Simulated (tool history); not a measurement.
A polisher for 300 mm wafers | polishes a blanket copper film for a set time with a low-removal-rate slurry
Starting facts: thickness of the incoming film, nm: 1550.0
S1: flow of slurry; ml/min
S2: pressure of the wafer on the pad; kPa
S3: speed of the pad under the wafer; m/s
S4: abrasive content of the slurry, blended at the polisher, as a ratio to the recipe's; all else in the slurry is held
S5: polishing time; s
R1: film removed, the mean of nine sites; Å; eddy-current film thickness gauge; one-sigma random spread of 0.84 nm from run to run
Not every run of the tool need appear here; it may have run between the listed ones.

run 1 day=0.000 | S1=290 S2=11.7 S3=0.98 S4=1.0 S5=21 | R1=332.33
run 2 day=0.246 | S1=290 S2=12.4 S3=0.98 S4=1.0 S5=21 | R1=354.97
run 3 day=0.338 | S1=290 S2=12.4 S3=1.16 S4=1.0 S5=21 | R1=424.13
run 4 day=0.692 | S1=290 S2=12.4 S3=1.16 S4=1.2 S5=21 | R1=434.85
run 5 day=0.921 | S1=290 S2=13.1 S3=1.16 S4=1.2 S5=21 | R1=460.22
run 6 day=1.000 | S1=290 S2=13.1 S3=1.16 S4=1.2 S5=21 | R1=464.87
run 7 day=1.050 | S1=290 S2=14.5 S3=1.18 S4=1.2 S5=21 | R1=502.38

What will run 8 give?
run 8 day=1.233 | S1=290 S2=15.9 S3=1.20 S4=1.2 S5=21 | R1=?

{"run 8": {"R1": 560.79}}
